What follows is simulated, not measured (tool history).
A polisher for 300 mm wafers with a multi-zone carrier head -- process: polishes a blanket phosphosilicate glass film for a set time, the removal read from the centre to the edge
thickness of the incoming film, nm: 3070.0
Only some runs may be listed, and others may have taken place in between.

| run | hour | flow of slurry (ml/min) | pressure of the head's centre zone | pressure of the head's middle zone | pressure of the head's edge zone | abrasive content of the slurry | polishing time (s) | film removed at the wafer's centre (nm) | film removed at mid-radius (nm) | film removed at the wafer's edge (nm) |
|---|---|---|---|---|---|---|---|---|---|---|
| 1 | 0 | 225 | 1 | 1 | 1 | 1 | 52 | 688.51 | 691.16 | 674.3 |
| 2 | 1.9 | 190 | 1 | 1 | 1 | 1 | 52 | 675.64 | 685.43 | 683.3 |
| 3 | 10 | 190 | 1.04 | 1 | 1 | 1 | 52 | 700.41 | 686.36 | 662.63 |
| 4 | 13.7 | 190 | 1.05 | 1.01 | 1.02 | 1.1 | 52 | 749.63 | 735.96 | 722.92 |
| 5 | 15.1 | 190 | 1.05 | 1.01 | 1.02 | 1.1 | 44 | 641.14 | 615.2 | 602.83 |
| 6 | 18.9 | 190 | 1.05 | 0.96 | 1.02 | 1.1 | 44 | 628.72 | 597.93 | 597.82 |

Run 7 is up next; what results do you expect?
| 7 | 22.6 | 255 | 1.11 | 1.06 | 1.12 | 1.35 | 48 | ? | ? | ? |

Logged for run 7: film removed at the wafer's centre (nm) 840.7, film removed at mid-radius (nm) 800.35, film removed at the wafer's edge (nm) 781.32.
